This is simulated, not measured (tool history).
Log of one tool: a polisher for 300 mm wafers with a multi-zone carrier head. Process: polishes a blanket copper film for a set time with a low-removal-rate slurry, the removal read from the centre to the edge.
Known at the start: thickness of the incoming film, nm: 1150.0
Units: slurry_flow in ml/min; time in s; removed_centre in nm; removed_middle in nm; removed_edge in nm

run 1 hour=0.0 | slurry_flow=130 centre_zone=1.00 middle_zone=1.00 edge_zone=1.00 slurry_solids=1.00 time=35 | removed_centre=85.480 removed_middle=85.853 removed_edge=86.949
run 2 hour=1.8 | slurry_flow=130 centre_zone=1.00 middle_zone=1.00 edge_zone=1.00 slurry_solids=0.80 time=35 | removed_centre=81.410 removed_middle=81.340 removed_edge=83.531
run 3 hour=10.1 | slurry_flow=145 centre_zone=1.04 middle_zone=1.03 edge_zone=1.04 slurry_solids=0.85 time=35 | removed_centre=86.012 removed_middle=86.339 removed_edge=88.150
run 4 hour=13.7 | slurry_flow=145 centre_zone=0.98 middle_zone=1.03 edge_zone=1.04 slurry_solids=0.85 time=35 | removed_centre=82.165 removed_middle=86.501 removed_edge=87.380
run 5 hour=17.2 | slurry_flow=145 centre_zone=0.98 middle_zone=1.00 edge_zone=1.04 slurry_solids=0.85 time=35 | removed_centre=82.567 removed_middle=84.796 removed_edge=87.866
run 6 hour=22.8 | slurry_flow=145 centre_zone=0.98 middle_zone=1.00 edge_zone=1.08 slurry_solids=0.85 time=35 | removed_centre=81.993 removed_middle=84.800 removed_edge=89.041

The next listed run, before its measurement:
run 7 hour=30.6 | slurry_flow=160 centre_zone=1.03 middle_zone=1.02 edge_zone=1.07 slurry_solids=0.90 time=35 | removed_centre=? removed_middle=? removed_edge=?

Run 7 gave removed_centre 87.336 nm, removed_middle 88.134 nm, removed_edge 91.042 nm.
